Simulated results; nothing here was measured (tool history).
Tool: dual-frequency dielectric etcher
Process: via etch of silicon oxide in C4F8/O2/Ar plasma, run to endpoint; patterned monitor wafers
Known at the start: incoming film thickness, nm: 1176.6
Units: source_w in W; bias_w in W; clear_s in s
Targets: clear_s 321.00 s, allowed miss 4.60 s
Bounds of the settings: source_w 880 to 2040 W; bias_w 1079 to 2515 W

| run | hour | source_w | bias_w | clear_s |
|---|---|---|---|---|
| 1 | 0.0 | 1460 | 1797 | 255.18 |
| 2 | 6.9 | 1460 | 1682 | 257.22 |
| 3 | 9.2 | 1280 | 1511 | 287.49 |
| 4 | 12.9 | 1200 | 1503 | 303.55 |
| 5 | 20.1 | 1200 | 1347 | 308.60 |
| 6 | 25.8 | 1170 | 1345 | 315.34 |
| 7 | 29.8 | 1110 | 1337 | 327.59 |
| 8 | 36.9 | 1110 | 1337 | 327.59 |
| 9 | 42.3 | 1190 | 1350 | 309.53 |
| 10 | 47.5 | 1170 | 1348 | 314.04 |

5 next moves are on the table. One of them brings every result within its allowed miss. Which?
| A | 52.7 | 1210 | 1317 | ? |
| B | 52.7 | 1160 | 1440 | ? |
| C | 52.7 | 1210 | 1297 | ? |
| D | 52.7 | 1030 | 1679 | ? |
| E | 52.7 | 1200 | 1127 | ? |

| move | clear_s |
|---|---|
| A | 311.45 |
| B | 314.59 |
| C | 312.50 |
| D | 331.97 |
| E | 323.97 |
A: further off than the last run
B: nearer than the last run, and not there yet
C: further off than the last run
D: takes the result that was furthest off past its target
E: meets every target
The right move is E.
